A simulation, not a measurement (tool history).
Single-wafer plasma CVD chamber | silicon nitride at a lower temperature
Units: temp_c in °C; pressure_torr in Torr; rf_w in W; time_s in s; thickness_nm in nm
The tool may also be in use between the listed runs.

run  hour  temp_c  pressure_torr  rf_w  time_s  thickness_nm
  1   0.0     350           1.55   250    15.9        16.190
  2   0.7     350           1.46   250    15.9        15.877
  3   2.6     350           1.46   250    15.9        15.912
  4  10.7     350           1.73   250    15.9        17.045
  5  15.6     350           1.87   250    15.9        17.499
  6  24.0     350           1.74   250    15.9        17.081

Forecast run 7:
  7  27.5     350           1.63   250    15.9             ?

Run 7 measured thickness_nm 16.607 nm.

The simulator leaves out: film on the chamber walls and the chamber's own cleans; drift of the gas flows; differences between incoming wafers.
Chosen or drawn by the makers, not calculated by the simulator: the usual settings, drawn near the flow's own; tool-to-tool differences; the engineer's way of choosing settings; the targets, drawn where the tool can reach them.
